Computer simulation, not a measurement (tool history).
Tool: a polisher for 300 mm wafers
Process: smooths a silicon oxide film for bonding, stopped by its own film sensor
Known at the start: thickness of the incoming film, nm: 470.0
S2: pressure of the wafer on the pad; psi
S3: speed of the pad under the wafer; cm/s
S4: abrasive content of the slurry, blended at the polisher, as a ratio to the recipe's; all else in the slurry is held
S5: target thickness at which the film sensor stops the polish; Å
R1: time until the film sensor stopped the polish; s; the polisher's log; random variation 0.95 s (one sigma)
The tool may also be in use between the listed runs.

run 1 hour=0 | flow_of_slurry_(ml/min)=175 S2=1.6 S3=68 S4=1 S5=4040 | R1=149.63
run 2 hour=4.1 | flow_of_slurry_(ml/min)=175 S2=1.7 S3=68 S4=1 S5=4040 | R1=137.88
run 3 hour=7 | flow_of_slurry_(ml/min)=185 S2=1.9 S3=68 S4=1 S5=4040 | R1=123.96
run 4 hour=13 | flow_of_slurry_(ml/min)=185 S2=1.6 S3=68 S4=1 S5=4040 | R1=145.1
run 5 hour=20.6 | flow_of_slurry_(ml/min)=190 S2=1.7 S3=68 S4=1 S5=4040 | R1=139.77
run 6 hour=25.6 | flow_of_slurry_(ml/min)=190 S2=1.8 S3=68 S4=1 S5=4040 | R1=130.5
run 7 hour=31 | flow_of_slurry_(ml/min)=190 S2=2 S3=68 S4=1 S5=4040 | R1=118.12

The next listed run, before its measurement:
run 8 hour=38.1 | flow_of_slurry_(ml/min)=190 S2=2.1 S3=68 S4=1 S5=4040 | R1=?

Run 8 gave R1 112.78 s.
